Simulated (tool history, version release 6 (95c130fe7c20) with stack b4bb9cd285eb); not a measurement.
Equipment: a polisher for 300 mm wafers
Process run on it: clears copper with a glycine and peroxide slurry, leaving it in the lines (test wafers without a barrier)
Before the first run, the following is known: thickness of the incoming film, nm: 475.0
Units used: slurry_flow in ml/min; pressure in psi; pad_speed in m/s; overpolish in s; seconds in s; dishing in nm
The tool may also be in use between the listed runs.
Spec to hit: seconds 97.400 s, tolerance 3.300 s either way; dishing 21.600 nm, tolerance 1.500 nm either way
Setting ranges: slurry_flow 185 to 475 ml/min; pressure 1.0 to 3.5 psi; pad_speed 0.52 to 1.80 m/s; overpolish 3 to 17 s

run,hour,slurry_flow,pressure,pad_speed,overpolish,seconds,dishing
1,0.0,305,2.2,1.16,9,75.506,30.301
2,2.1,305,2.6,1.16,9,65.418,34.909
3,7.0,305,2.3,1.16,9,72.112,32.069
4,15.0,335,2.3,1.16,9,72.216,33.101
# hour 21.7: head pressure recalibrated
5,21.7,325,2.1,1.16,9,80.289,29.648
6,23.3,325,2.1,1.28,9,75.406,30.348
7,27.2,325,1.9,1.28,9,81.626,30.173
8,33.8,325,1.8,1.28,8,85.338,26.337
9,35.6,325,1.7,1.28,8,88.930,24.383
10,37.4,325,1.7,1.28,8,89.106,24.758
11,42.7,325,1.4,1.28,7,101.880,19.943

Next run, 5 choices. One meets every target within its allowed miss, the rest don't. Which?
A,48.0,295,1.2,1.42,8,?,?
B,48.0,325,1.6,1.24,7,?,?
C,48.0,360,1.5,1.42,6,?,?
D,48.0,305,1.3,1.50,6,?,?
E,48.0,340,1.5,1.30,6,?,?

move,seconds,dishing
A,108.570,21.762
B,95.888,21.795
C,89.964,20.128
D,97.747,18.714
E,96.788,18.987
A: misses by more than the last run did
B: all results in spec
C: the result that was furthest off in the last run now lies on the other side of its target
D: meets the target for the result that was furthest off, but another lies outside its allowed miss
E: meets the target for the result that was furthest off, but another lies outside its allowed miss
The right move is B.
